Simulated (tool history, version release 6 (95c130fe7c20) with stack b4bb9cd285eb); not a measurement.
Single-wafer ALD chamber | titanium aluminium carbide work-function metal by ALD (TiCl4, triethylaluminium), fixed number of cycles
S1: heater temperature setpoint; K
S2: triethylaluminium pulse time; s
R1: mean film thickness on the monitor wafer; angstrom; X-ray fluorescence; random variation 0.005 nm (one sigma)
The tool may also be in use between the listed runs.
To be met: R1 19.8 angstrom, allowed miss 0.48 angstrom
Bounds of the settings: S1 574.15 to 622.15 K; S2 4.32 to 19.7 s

run  hour      S1     S2      R1
  1     0  598.15  12.01   22.16
  2   8.8  606.15  12.01  22.769
  3  14.9  606.15   9.07  21.884
  4  16.4  612.15   9.07  22.305
  5  22.7  612.15  10.98  23.108
  6  28.6  607.15  10.09  22.442
  7  37.3  603.15      9  21.637
  8  42.5  600.15   8.38  21.093

4 next moves are on the table. One of them brings every result within its allowed miss. Which?
  A  47.7  600.15  14.82   ?
  B  47.7  585.15   7.88   ?
  C  47.7  609.15     11   ?
  D  47.7  606.15  10.63   ?

move      R1
   A  22.529
   B   19.67
   C  22.835
   D  22.506
A: further off than the last run
B: meets every target
C: further off than the last run
D: further off than the last run
Answer: B
